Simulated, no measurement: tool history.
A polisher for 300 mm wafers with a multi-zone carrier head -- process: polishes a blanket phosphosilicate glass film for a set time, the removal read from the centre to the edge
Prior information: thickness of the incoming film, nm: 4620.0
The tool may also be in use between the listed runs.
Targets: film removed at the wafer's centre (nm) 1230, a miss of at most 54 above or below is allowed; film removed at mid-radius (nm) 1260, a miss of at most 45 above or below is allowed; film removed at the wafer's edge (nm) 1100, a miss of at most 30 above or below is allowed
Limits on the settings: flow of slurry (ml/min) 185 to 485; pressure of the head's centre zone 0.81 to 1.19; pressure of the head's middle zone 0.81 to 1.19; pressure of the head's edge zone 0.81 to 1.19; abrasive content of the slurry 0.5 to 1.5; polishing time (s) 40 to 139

run	day	flow of slurry (ml/min)	pressure of the head's centre zone	pressure of the head's middle zone	pressure of the head's edge zone	abrasive content of the slurry	polishing time (s)	film removed at the wafer's centre (nm)	film removed at mid-radius (nm)	film removed at the wafer's edge (nm)
1	0	310	1	1	1	1	89	1030.5	1069.3	1050.3
2	0.312	310	1	1	1	0.8	89	959.46	946.64	962.64
3	0.612	320	1.04	1.05	1.02	0.85	89	1010.6	997.5	982.48
4	0.788	325	1.07	1.08	1.02	0.95	89	1123	1107.3	1028.8
5	1.083	330	1.08	1.11	1.04	1	89	1121.5	1147.4	1067.8
6	1.412	330	1.08	1.11	0.98	1	89	1127.5	1146	1040
7	1.5	335	1.1	1.13	1	1	89	1174.3	1160.3	1041.6
8	1.575	335	1.1	1.13	1	1	89	1132.7	1159.3	1037.4
9	1.842	340	1.11	1.14	1.01	1.05	89	1173.1	1199.3	1063.5
10	1.933	340	1.12	1.15	1.02	1.05	89	1208.2	1212.3	1089.2

Which of these 5 next moves meets every target?
A	2.025	395	1.1	1.05	1.09	1.1	87	?	?	?
B	2.025	365	1.07	1.14	0.9	1.05	90	?	?	?
C	2.025	380	1.12	1.17	1.05	1.1	83	?	?	?
D	2.025	430	1.11	1.18	1.04	1.05	89	?	?	?
E	2.025	415	1.15	1.11	1.06	1.1	84	?	?	?

move	film removed at the wafer's centre (nm)	film removed at mid-radius (nm)	film removed at the wafer's edge (nm)
A	1210.1	1142.4	1100.9
B	1189.8	1239.5	1039.1
C	1173.5	1193	1032.2
D	1234.4	1274.6	1088.8
E	1226.2	1159.7	1053.3
A: its largest miss is bigger than the last run's
B: gets the furthest-off result to its target, but another result is out of tolerance
C: its largest miss is bigger than the last run's
D: in spec on every target
E: its largest miss is bigger than the last run's
The right move is D.
